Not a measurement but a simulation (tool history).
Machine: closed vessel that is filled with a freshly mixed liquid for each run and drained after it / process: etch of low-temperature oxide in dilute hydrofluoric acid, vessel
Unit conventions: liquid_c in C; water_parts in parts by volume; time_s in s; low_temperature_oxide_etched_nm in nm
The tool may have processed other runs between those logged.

| run | hour | liquid_c | water_parts | time_s | low_temperature_oxide_etched_nm |
|---|---|---|---|---|---|
| 1 | 0.0 | 24.0 | 50 | 55 | 33.802 |
| 2 | 2.9 | 24.0 | 45 | 55 | 37.855 |
| 3 | 10.5 | 26.0 | 40 | 55 | 46.826 |
| 4 | 18.7 | 27.5 | 40 | 55 | 49.123 |
| 5 | 25.2 | 28.5 | 35 | 55 | 59.456 |
| 6 | 31.7 | 29.5 | 35 | 55 | 61.830 |
| 7 | 39.6 | 30.0 | 35 | 55 | 62.924 |
| 8 | 48.9 | 30.5 | 35 | 55 | 64.136 |
| 9 | 53.8 | 31.0 | 35 | 55 | 66.165 |
| 10 | 57.6 | 31.5 | 35 | 55 | 66.834 |
| 11 | 58.9 | 32.0 | 35 | 55 | 67.312 |
| 12 | 67.3 | 32.0 | 30 | 55 | 79.870 |
| 13 | 74.7 | 31.5 | 30 | 55 | 77.746 |

Run 14 is up next; what results do you expect?
| 14 | 83.6 | 31.0 | 30 | 55 | ? |

low_temperature_oxide_etched_nm: 77.032 nm
